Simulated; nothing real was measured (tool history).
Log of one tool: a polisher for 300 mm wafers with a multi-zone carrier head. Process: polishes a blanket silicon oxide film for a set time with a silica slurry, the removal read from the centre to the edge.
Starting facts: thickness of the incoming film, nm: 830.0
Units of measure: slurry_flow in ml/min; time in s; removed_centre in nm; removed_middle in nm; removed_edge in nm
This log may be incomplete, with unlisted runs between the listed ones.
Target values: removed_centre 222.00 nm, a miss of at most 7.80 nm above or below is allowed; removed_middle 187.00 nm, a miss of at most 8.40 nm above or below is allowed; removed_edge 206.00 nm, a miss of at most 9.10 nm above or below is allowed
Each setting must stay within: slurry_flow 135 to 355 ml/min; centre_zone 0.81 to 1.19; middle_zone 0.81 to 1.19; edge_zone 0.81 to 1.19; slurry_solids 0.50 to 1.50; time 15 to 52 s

| run | day | slurry_flow | centre_zone | middle_zone | edge_zone | slurry_solids | time | removed_centre | removed_middle | removed_edge |
|---|---|---|---|---|---|---|---|---|---|---|
| 1 | 0.000 | 225 | 1.00 | 1.00 | 1.00 | 1.00 | 33 | 155.42 | 150.03 | 151.30 |
| 2 | 0.075 | 225 | 1.02 | 1.00 | 1.02 | 1.05 | 33 | 161.12 | 152.11 | 155.53 |
| 3 | 0.296 | 225 | 1.02 | 1.00 | 1.07 | 1.05 | 33 | 159.48 | 152.47 | 158.96 |
| 4 | 0.525 | 225 | 1.02 | 1.08 | 1.07 | 1.05 | 33 | 157.92 | 165.16 | 158.26 |
| 5 | 0.829 | 225 | 1.02 | 1.11 | 1.07 | 1.05 | 33 | 159.81 | 168.37 | 160.10 |
| 6 | 0.962 | 225 | 1.04 | 1.09 | 1.08 | 1.10 | 33 | 164.81 | 170.15 | 161.45 |
| 7 | 1.125 | 230 | 1.05 | 1.06 | 1.09 | 1.15 | 33 | 170.56 | 165.87 | 163.05 |
| 8 | 1.188 | 230 | 1.05 | 1.04 | 1.10 | 1.20 | 34 | 175.15 | 173.07 | 176.35 |
| 9 | 1.558 | 235 | 1.07 | 1.03 | 1.11 | 1.25 | 34 | 183.56 | 169.70 | 177.02 |
| 10 | 1.596 | 235 | 1.08 | 1.03 | 1.12 | 1.30 | 34 | 189.30 | 172.02 | 179.54 |
| 11 | 1.692 | 235 | 1.09 | 1.03 | 1.13 | 1.35 | 34 | 191.75 | 178.30 | 181.49 |
| 12 | 1.792 | 240 | 1.10 | 1.02 | 1.14 | 1.35 | 34 | 195.29 | 177.84 | 186.41 |
| 13 | 2.146 | 245 | 1.11 | 1.02 | 1.15 | 1.35 | 34 | 197.48 | 178.49 | 186.01 |

Of the 4 settings listed for the next run, only one would bring every result within its allowed miss of target. Which one?
| A | 2.500 | 280 | 1.17 | 1.01 | 1.19 | 1.50 | 35 | ? | ? | ? |
| B | 2.500 | 250 | 1.03 | 1.01 | 1.18 | 1.40 | 35 | ? | ? | ? |
| C | 2.500 | 205 | 1.08 | 0.85 | 1.19 | 1.10 | 42 | ? | ? | ? |
| D | 2.500 | 205 | 1.11 | 1.05 | 1.14 | 1.30 | 36 | ? | ? | ? |

| move | removed_centre | removed_middle | removed_edge |
|---|---|---|---|
| A | 223.64 | 187.55 | 200.11 |
| B | 190.34 | 181.83 | 193.51 |
| C | 216.67 | 171.43 | 213.22 |
| D | 201.69 | 184.97 | 188.05 |
A: every result within its allowed miss
B: lands further from the targets than the last run did
C: corrects the largest miss of the last run, while another result sits out of spec
D: moves toward the targets from the last run without getting all of them in spec
Correct choice: A, which meets every target

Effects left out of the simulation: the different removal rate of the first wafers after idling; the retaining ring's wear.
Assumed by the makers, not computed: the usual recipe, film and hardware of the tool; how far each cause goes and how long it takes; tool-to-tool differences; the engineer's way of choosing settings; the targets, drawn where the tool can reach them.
